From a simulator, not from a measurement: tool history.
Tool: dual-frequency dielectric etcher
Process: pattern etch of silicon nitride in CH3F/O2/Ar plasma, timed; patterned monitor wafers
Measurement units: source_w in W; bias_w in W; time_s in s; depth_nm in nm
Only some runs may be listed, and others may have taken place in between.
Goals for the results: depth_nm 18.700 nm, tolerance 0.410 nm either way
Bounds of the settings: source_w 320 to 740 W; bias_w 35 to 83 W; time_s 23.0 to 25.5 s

{"run": 1, "hour": 0.0, "source_w": 530, "bias_w": 59, "time_s": 25.5, "depth_nm": 20.765}
{"run": 2, "hour": 2.0, "source_w": 510, "bias_w": 58, "time_s": 25.5, "depth_nm": 20.269}
{"run": 3, "hour": 3.9, "source_w": 500, "bias_w": 58, "time_s": 25.5, "depth_nm": 20.04}
{"run": 4, "hour": 4.8, "source_w": 490, "bias_w": 58, "time_s": 25.5, "depth_nm": 19.88}
{"run": 5, "hour": 8.8, "source_w": 490, "bias_w": 58, "time_s": 25.5, "depth_nm": 19.842}
{"run": 6, "hour": 13.9, "source_w": 490, "bias_w": 58, "time_s": 25.5, "depth_nm": 19.785}
{"run": 7, "hour": 16.3, "source_w": 480, "bias_w": 58, "time_s": 25.5, "depth_nm": 19.551}
{"run": 8, "hour": 24.4, "source_w": 470, "bias_w": 58, "time_s": 25.5, "depth_nm": 19.357}
{"run": 9, "hour": 30.3, "source_w": 460, "bias_w": 58, "time_s": 25.5, "depth_nm": 18.984}

Next run, 5 choices. One meets every target within its allowed miss, the rest don't. Which?
{"run": "A", "hour": 36.2, "source_w": 510, "bias_w": 59, "time_s": 24.5, "depth_nm": "?"}
{"run": "B", "hour": 36.2, "source_w": 510, "bias_w": 62, "time_s": 23.0, "depth_nm": "?"}
{"run": "C", "hour": 36.2, "source_w": 490, "bias_w": 60, "time_s": 25.5, "depth_nm": "?"}
{"run": "D", "hour": 36.2, "source_w": 590, "bias_w": 57, "time_s": 23.0, "depth_nm": "?"}
{"run": "E", "hour": 36.2, "source_w": 530, "bias_w": 63, "time_s": 23.5, "depth_nm": "?"}

move=A depth_nm=19.711
move=B depth_nm=18.816
move=C depth_nm=20.167
move=D depth_nm=19.821
move=E depth_nm=19.748
A: its largest miss is bigger than the last run's
B: every result lands within tolerance
C: its largest miss is bigger than the last run's
D: its largest miss is bigger than the last run's
E: its largest miss is bigger than the last run's
Correct choice: B, which meets every target

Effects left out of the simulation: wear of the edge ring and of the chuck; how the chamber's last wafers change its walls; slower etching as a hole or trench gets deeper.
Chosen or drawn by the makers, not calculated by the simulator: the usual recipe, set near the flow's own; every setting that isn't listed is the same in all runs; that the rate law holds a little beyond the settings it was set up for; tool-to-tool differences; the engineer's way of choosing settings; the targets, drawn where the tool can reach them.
